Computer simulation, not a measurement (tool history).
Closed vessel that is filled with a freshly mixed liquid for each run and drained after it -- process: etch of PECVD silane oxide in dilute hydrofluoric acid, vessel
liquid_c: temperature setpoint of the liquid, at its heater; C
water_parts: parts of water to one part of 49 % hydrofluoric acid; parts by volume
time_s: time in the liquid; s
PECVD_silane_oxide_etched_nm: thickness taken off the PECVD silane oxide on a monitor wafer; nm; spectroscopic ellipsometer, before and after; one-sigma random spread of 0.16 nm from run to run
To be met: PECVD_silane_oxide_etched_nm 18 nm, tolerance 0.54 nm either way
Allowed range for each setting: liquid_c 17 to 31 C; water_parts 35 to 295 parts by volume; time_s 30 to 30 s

run 1 hour=0 | liquid_c=23 water_parts=165 time_s=30 | PECVD_silane_oxide_etched_nm=8.1225
run 2 hour=1.3 | liquid_c=25.5 water_parts=140 time_s=30 | PECVD_silane_oxide_etched_nm=10.76
run 3 hour=2.3 | liquid_c=27 water_parts=125 time_s=30 | PECVD_silane_oxide_etched_nm=13.144
run 4 hour=5.6 | liquid_c=27 water_parts=125 time_s=30 | PECVD_silane_oxide_etched_nm=12.992
run 5 hour=12.1 | liquid_c=28.5 water_parts=115 time_s=30 | PECVD_silane_oxide_etched_nm=15.27
run 6 hour=20.9 | liquid_c=28.5 water_parts=60 time_s=30 | PECVD_silane_oxide_etched_nm=31.729
run 7 hour=28.4 | liquid_c=25.5 water_parts=70 time_s=30 | PECVD_silane_oxide_etched_nm=23.938
run 8 hour=29.9 | liquid_c=23 water_parts=70 time_s=30 | PECVD_silane_oxide_etched_nm=21.507
run 9 hour=35.9 | liquid_c=19 water_parts=75 time_s=30 | PECVD_silane_oxide_etched_nm=16.658

Below are 4 possible settings for the next run. Only one of them brings all results inside the allowed miss of their targets. Which is it?
run A hour=41.9 | liquid_c=22 water_parts=85 time_s=30 | PECVD_silane_oxide_etched_nm=?
run B hour=41.9 | liquid_c=23 water_parts=95 time_s=30 | PECVD_silane_oxide_etched_nm=?
run C hour=41.9 | liquid_c=19 water_parts=70 time_s=30 | PECVD_silane_oxide_etched_nm=?
run D hour=41.9 | liquid_c=18 water_parts=80 time_s=30 | PECVD_silane_oxide_etched_nm=?

move=A PECVD_silane_oxide_etched_nm=16.683
move=B PECVD_silane_oxide_etched_nm=15.357
move=C PECVD_silane_oxide_etched_nm=18.203
move=D PECVD_silane_oxide_etched_nm=15.098
A: neither nearer nor further off than the last run
B: the biggest miss grows against the last run
C: in spec on every target
D: the biggest miss grows against the last run
C is the move that brings every result within its allowed miss.
